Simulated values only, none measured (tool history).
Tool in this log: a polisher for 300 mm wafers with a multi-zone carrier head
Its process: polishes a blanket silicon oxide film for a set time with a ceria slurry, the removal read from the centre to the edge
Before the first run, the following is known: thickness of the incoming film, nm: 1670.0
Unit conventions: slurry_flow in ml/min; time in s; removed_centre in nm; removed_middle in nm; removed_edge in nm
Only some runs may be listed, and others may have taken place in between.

Run 1, hour 0.0: slurry_flow 235 ml/min, centre_zone 1.00, middle_zone 1.00, edge_zone 1.00, time 74 s. Result: removed_centre 359.79 nm, removed_middle 362.25 nm, removed_edge 354.89 nm.
Run 2, hour 0.6: slurry_flow 235 ml/min, centre_zone 1.01, middle_zone 0.98, edge_zone 0.98, time 73 s. Result: removed_centre 354.74 nm, removed_middle 350.30 nm, removed_edge 346.46 nm.
Run 3, hour 8.2: slurry_flow 235 ml/min, centre_zone 1.02, middle_zone 0.97, edge_zone 0.96, time 72 s. Result: removed_centre 359.61 nm, removed_middle 339.44 nm, removed_edge 339.06 nm.
Run 4, hour 16.2: slurry_flow 230 ml/min, centre_zone 1.02, middle_zone 0.96, edge_zone 0.94, time 71 s. Result: removed_centre 353.40 nm, removed_middle 339.53 nm, removed_edge 328.60 nm.
Run 5, hour 20.4: slurry_flow 230 ml/min, centre_zone 1.02, middle_zone 0.96, edge_zone 0.94, time 56 s. Result: removed_centre 275.34 nm, removed_middle 259.77 nm, removed_edge 261.66 nm.
Run 6, hour 24.2: slurry_flow 235 ml/min, centre_zone 1.03, middle_zone 0.97, edge_zone 0.95, time 57 s. Result: removed_centre 280.66 nm, removed_middle 269.26 nm, removed_edge 264.48 nm.

Run 7, settings as shown, results not yet in. Your forecast:
Run 7, hour 25.5: slurry_flow 235 ml/min, centre_zone 1.04, middle_zone 0.97, edge_zone 0.96, time 58 s. Result: removed_centre ?, removed_middle ?, removed_edge ?.

removed_centre: 295.17 nm
removed_middle: 282.51 nm
removed_edge: 268.04 nm
